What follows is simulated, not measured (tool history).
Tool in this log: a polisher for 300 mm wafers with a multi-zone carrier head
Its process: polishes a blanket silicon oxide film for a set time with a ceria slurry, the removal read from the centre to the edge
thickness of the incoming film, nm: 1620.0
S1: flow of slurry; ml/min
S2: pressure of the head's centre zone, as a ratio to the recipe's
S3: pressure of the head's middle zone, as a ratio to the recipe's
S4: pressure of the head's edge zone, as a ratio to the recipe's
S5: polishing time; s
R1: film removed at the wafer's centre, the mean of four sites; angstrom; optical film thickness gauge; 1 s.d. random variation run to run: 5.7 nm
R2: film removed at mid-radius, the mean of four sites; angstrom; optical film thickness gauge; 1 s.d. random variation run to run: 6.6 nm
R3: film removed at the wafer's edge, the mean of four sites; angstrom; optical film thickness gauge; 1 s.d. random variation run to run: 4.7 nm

run  hour   S1    S2    S3    S4  S5      R1      R2      R3
  1   0.0  295  1.00  1.00  1.00  67  3500.2  3514.1  3492.2
  2   0.6  295  1.00  1.00  1.04  67  3498.9  3507.3  3512.8
  3   6.9  295  1.00  1.00  0.96  67  3526.0  3544.7  3440.6
  4  12.3  295  0.99  1.01  0.97  70  3621.4  3660.3  3631.2
  5  15.2  300  0.98  1.03  0.96  73  3743.4  3900.0  3779.8
  6  23.8  300  0.90  1.03  0.96  73  3422.1  4024.1  3737.9
     29.8  -- worn pad replaced by a new one
  7  29.8  300  0.90  1.04  0.97  75  3863.4  4470.4  4283.2
  8  31.2  305  0.90  1.06  0.98  75  3950.9  4551.9  4302.8

Run 9 is up next; what results do you expect?
  9  35.5  310  0.90  1.07  0.99  75   ?   ?   ?

Run 9 measured R1 3917.6 angstrom, R2 4603.9 angstrom, R3 4281.0 angstrom.

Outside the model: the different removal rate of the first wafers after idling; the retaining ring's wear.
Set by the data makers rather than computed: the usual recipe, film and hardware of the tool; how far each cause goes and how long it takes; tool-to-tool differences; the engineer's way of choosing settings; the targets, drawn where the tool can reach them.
